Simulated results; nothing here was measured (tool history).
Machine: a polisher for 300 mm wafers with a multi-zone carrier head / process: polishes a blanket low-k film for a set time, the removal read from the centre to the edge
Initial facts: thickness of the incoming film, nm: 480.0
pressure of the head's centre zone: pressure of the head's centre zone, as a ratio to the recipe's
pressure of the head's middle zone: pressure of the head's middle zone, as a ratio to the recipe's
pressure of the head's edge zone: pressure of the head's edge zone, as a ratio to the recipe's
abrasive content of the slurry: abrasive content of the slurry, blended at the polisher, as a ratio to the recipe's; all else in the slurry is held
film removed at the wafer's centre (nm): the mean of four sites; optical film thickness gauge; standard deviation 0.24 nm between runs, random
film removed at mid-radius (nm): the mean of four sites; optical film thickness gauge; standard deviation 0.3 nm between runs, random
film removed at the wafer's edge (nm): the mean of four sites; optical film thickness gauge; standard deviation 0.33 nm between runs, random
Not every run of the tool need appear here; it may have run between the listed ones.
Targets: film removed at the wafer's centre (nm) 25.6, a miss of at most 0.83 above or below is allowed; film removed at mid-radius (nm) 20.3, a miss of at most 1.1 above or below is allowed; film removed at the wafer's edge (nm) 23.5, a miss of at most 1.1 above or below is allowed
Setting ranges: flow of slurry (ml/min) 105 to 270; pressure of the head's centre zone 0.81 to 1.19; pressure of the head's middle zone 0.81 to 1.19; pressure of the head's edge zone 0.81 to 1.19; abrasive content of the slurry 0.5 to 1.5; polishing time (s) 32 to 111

run  hour  flow of slurry (ml/min)  pressure of the head's centre zone  pressure of the head's middle zone  pressure of the head's edge zone  abrasive content of the slurry  polishing time (s)  film removed at the wafer's centre (nm)  film removed at mid-radius (nm)  film removed at the wafer's edge (nm)
  1     0                      175                                   1                                   1                                 1                               1                  71                                   17.743                            19.96                                 19.876
  2   1.1                      175                                0.93                                   1                                 1                               1                  71                                   16.481                            19.87                                 19.839
  3   5.7                      175                                0.85                                   1                                 1                               1                  71                                   15.085                           20.019                                 19.899
  4  13.3                      175                                0.85                                   1                              1.04                               1                  71                                   15.213                           20.083                                 19.725
  5  20.4                      185                                0.95                                0.95                              1.05                             1.1                  71                                   17.616                           19.945                                 20.651
  6    24                      185                                0.95                                0.95                              1.05                             1.1                  54                                   13.842                           14.963                                 16.026
  7  29.9                      235                                1.05                                0.87                              1.13                            1.35                  65                                   20.674                           19.041                                 22.713
     37.5  -- centre zone pressure recalibrated
  8  37.5                      240                                1.09                                0.87                              1.11                             1.4                  65                                    24.13                            19.36                                 23.129

Which of these 5 next moves meets every target?
  A  45.1                      250                                1.07                                0.85                              1.07                             1.5                  66                                        ?                                ?                                      ?
  B  45.1                      175                                1.05                                0.93                              1.12                            1.35                  67                                        ?                                ?                                      ?
  C  45.1                      210                                1.07                                0.82                              1.15                             1.3                  68                                        ?                                ?                                      ?
  D  45.1                      220                                0.97                                0.83                              0.96                            1.35                  69                                        ?                                ?                                      ?
  E  45.1                      240                                1.01                                0.81                              1.17                            1.35                  68                                        ?                                ?                                      ?

move  film removed at the wafer's centre (nm)  film removed at mid-radius (nm)  film removed at the wafer's edge (nm)
   A                                   25.246                           20.482                                 23.541
   B                                   22.798                            20.42                                 22.573
   C                                   23.986                           18.948                                 23.412
   D                                   22.587                           19.859                                 22.161
   E                                   23.463                           19.396                                  24.31
A: meets every target
B: lands further from the targets than the last run did
C: lands further from the targets than the last run did
D: lands further from the targets than the last run did
E: lands further from the targets than the last run did
The right move is A.
